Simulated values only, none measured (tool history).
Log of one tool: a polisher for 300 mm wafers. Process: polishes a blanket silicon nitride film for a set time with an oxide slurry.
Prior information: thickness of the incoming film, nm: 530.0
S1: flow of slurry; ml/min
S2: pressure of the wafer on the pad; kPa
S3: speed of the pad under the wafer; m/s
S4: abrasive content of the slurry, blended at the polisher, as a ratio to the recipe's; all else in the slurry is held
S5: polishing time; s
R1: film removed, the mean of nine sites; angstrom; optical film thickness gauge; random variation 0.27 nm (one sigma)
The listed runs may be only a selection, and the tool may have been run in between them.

run 1 day=0.000 | S1=270 S2=22.1 S3=1.16 S4=1.0 S5=48 | R1=263.32
run 2 day=0.229 | S1=240 S2=22.1 S3=1.16 S4=1.0 S5=48 | R1=264.59
run 3 day=0.283 | S1=215 S2=22.1 S3=1.16 S4=1.0 S5=48 | R1=259.97
run 4 day=0.333 | S1=215 S2=24.1 S3=1.16 S4=1.0 S5=48 | R1=286.48
run 5 day=0.696 | S1=280 S2=24.1 S3=1.16 S4=1.0 S5=48 | R1=290.19
run 6 day=0.842 | S1=280 S2=22.8 S3=1.16 S4=1.0 S5=48 | R1=272.03
run 7 day=1.104 | S1=280 S2=22.8 S3=1.16 S4=1.0 S5=48 | R1=275.42
run 8 day=1.371 | S1=280 S2=22.1 S3=1.16 S4=1.0 S5=48 | R1=271.52

Run 9 has not been measured yet. What should we expect?
run 9 day=1.558 | S1=280 S2=21.4 S3=1.16 S4=1.0 S5=48 | R1=?

Run 9 came out at R1 258.02 angstrom.
